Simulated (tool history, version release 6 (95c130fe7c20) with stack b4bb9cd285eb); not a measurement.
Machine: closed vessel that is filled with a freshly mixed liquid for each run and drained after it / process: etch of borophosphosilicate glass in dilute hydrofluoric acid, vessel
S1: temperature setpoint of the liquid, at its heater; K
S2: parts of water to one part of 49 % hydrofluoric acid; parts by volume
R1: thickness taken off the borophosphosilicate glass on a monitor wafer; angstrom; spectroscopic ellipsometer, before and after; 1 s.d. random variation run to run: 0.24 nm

run 1 day=0.000 | S1=294.15 S2=135 time_in_the_liquid_(s)=30 | R1=130.38
run 2 day=0.192 | S1=294.15 S2=135 time_in_the_liquid_(s)=30 | R1=129.77
run 3 day=0.212 | S1=294.15 S2=135 time_in_the_liquid_(s)=30 | R1=129.79
run 4 day=0.271 | S1=296.15 S2=125 time_in_the_liquid_(s)=30 | R1=152.64
run 5 day=0.558 | S1=294.15 S2=125 time_in_the_liquid_(s)=30 | R1=142.55
run 6 day=0.683 | S1=296.15 S2=115 time_in_the_liquid_(s)=30 | R1=166.42

For run 7, what comes out?
run 7 day=0.708 | S1=297.65 S2=110 time_in_the_liquid_(s)=30 | R1=?

R1: 188.81 angstrom
